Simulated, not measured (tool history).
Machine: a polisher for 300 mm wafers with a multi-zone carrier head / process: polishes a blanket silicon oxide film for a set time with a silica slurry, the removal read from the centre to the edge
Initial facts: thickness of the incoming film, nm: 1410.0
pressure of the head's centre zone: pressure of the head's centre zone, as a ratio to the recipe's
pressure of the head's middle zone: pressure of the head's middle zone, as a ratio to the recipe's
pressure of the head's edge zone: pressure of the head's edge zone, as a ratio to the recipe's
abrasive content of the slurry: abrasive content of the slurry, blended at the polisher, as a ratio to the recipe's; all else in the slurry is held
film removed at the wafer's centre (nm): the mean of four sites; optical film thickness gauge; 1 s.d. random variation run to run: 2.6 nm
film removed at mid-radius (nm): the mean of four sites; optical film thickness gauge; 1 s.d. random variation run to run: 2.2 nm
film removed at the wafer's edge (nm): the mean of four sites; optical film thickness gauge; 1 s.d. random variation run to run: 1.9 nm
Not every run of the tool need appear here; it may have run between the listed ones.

run  hour  flow of slurry (ml/min)  pressure of the head's centre zone  pressure of the head's middle zone  pressure of the head's edge zone  abrasive content of the slurry  polishing time (s)  film removed at the wafer's centre (nm)  film removed at mid-radius (nm)  film removed at the wafer's edge (nm)
  1     0                      135                                   1                                   1                                 1                               1                  34                                   164.59                           171.27                                 162.06
  2   6.4                      140                                1.01                                1.01                              1.01                            1.05                  34                                   171.96                           178.62                                 167.56
  3  13.6                      145                                1.02                                1.02                              1.02                             1.1                  34                                   181.37                           186.86                                 177.11
  4  15.3                      145                                0.95                                1.02                              1.02                             1.1                  34                                   167.07                           183.92                                 173.22
  5  16.7                      150                                0.97                                1.04                              1.03                             1.1                  34                                   173.24                           190.11                                 173.62
  6  24.8                      155                                0.99                                1.05                              1.04                            1.15                  34                                   180.73                           196.12                                 178.95
  7  31.9                      155                                   1                                1.06                              1.05                             1.2                  34                                   186.93                           201.03                                 186.81
  8  35.7                      160                                1.02                                1.07                              1.06                             1.2                  34                                   195.04                           204.69                                 187.89
  9    42                      160                                1.03                                1.08                              1.07                             1.2                  34                                   197.92                           201.25                                  189.3
 10  43.7                      165                                1.03                                1.09                              1.07                             1.2                  34                                   196.74                           207.45                                 189.98
 11  48.4                      170                                1.04                                 1.1                              1.07                             1.2                  34                                   197.74                           206.52                                 189.31

The next listed run, before its measurement:
 12  53.5                      170                                1.05                                1.11                              1.07                            1.25                  34                                        ?                                ?                                      ?

{"run 12": {"film removed at the wafer's centre (nm)": 204.26, "film removed at mid-radius (nm)": 213.9, "film removed at the wafer's edge (nm)": 193.99}}
